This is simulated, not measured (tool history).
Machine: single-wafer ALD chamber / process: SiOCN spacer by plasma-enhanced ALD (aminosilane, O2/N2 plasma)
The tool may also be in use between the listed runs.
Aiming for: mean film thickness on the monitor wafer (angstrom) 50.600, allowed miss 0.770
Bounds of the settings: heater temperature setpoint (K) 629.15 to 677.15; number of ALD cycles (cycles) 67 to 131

run,hour,heater temperature setpoint (K),number of ALD cycles (cycles),mean film thickness on the monitor wafer (angstrom)
1,0.0,653.15,99,65.160
2,1.5,646.15,99,65.463
3,9.5,637.15,99,64.908
4,10.9,637.15,91,59.946
5,13.2,629.15,91,60.187
6,19.8,629.15,85,55.925
7,26.4,629.15,82,53.880
8,29.2,629.15,80,52.238
9,32.2,629.15,79,51.802

Below are 5 possible settings for the next run. Only one of them brings all results inside the allowed miss of their targets. Which is it?
A,35.2,640.15,80,?
B,35.2,629.15,81,?
C,35.2,631.15,80,?
D,35.2,629.15,77,?
E,35.2,629.15,82,?

move,mean film thickness on the monitor wafer (angstrom)
A,52.748
B,53.407
C,52.748
D,50.770
E,54.067
A: the biggest miss grows against the last run
B: the biggest miss grows against the last run
C: the biggest miss grows against the last run
D: hits every target within its allowed miss
E: the biggest miss grows against the last run
Answer: D
